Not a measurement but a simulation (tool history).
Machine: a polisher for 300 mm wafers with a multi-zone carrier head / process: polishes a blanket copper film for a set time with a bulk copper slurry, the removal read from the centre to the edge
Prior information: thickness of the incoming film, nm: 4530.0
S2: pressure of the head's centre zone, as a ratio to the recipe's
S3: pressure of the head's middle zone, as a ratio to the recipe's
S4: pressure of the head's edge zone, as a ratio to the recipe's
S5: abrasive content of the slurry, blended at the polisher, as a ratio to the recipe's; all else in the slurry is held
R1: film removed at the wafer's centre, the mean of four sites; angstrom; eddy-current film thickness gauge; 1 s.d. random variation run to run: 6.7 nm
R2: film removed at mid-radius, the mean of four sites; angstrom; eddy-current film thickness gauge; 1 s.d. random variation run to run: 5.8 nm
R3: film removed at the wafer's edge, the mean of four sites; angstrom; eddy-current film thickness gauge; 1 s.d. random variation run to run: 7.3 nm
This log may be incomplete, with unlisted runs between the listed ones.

Run 1, hour 0: flow of slurry (ml/min) 215, S2 1, S3 1, S4 1, S5 1, polishing time (s) 53. Result: R1 3883.5 angstrom, R2 4075 angstrom, R3 4058.8 angstrom.
Run 2, hour 0.9: flow of slurry (ml/min) 215, S2 0.94, S3 1, S4 1, S5 1, polishing time (s) 53. Result: R1 3665.1 angstrom, R2 4071 angstrom, R3 4127.9 angstrom.
Run 3, hour 9.8: flow of slurry (ml/min) 215, S2 0.95, S3 0.99, S4 1.01, S5 1.05, polishing time (s) 54. Result: R1 3835.5 angstrom, R2 4066.9 angstrom, R3 4233.2 angstrom.
Run 4, hour 14.7: flow of slurry (ml/min) 215, S2 0.96, S3 0.99, S4 1.02, S5 1.1, polishing time (s) 55. Result: R1 4037.4 angstrom, R2 4319.7 angstrom, R3 4324.2 angstrom.
Run 5, hour 23.6: flow of slurry (ml/min) 215, S2 0.96, S3 0.99, S4 1.1, S5 1.1, polishing time (s) 55. Result: R1 3948.3 angstrom, R2 4330.2 angstrom, R3 4568.8 angstrom.
Run 6, hour 32.2: flow of slurry (ml/min) 215, S2 0.97, S3 0.98, S4 1.11, S5 1.15, polishing time (s) 55. Result: R1 4074.4 angstrom, R2 4227.1 angstrom, R3 4717.2 angstrom.
Run 7, hour 37.7: flow of slurry (ml/min) 255, S2 1.07, S3 1.07, S4 1.15, S5 1.4, polishing time (s) 57. Result: R1 5068.6 angstrom, R2 5080 angstrom, R3 5355.3 angstrom.

Expected results for the next run?
Run 8, hour 43.6: flow of slurry (ml/min) 255, S2 1.07, S3 1.06, S4 1.15, S5 1.4, polishing time (s) 57. Result: R1 ?, R2 ?, R3 ?.

Run 8 produced R1 5119.8 angstrom, R2 5060.2 angstrom, R3 5233.8 angstrom.
